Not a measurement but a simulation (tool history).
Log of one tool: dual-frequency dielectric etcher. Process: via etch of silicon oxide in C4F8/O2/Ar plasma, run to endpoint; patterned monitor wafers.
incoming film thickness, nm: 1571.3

run,hour,source power (kW),bias power (kW),endpoint time (s)
1,0.0,2.210,1.941,297.99
2,4.5,2.360,1.955,290.06
3,7.8,2.720,1.955,269.25
4,13.3,2.760,1.958,266.72
5,14.3,2.790,1.961,265.63
6,19.4,3.090,1.961,253.62
7,21.2,3.070,1.959,253.74

Forecast run 8:
8,29.9,3.070,1.959,?

{"run 8": {"endpoint time (s)": 255.54}}
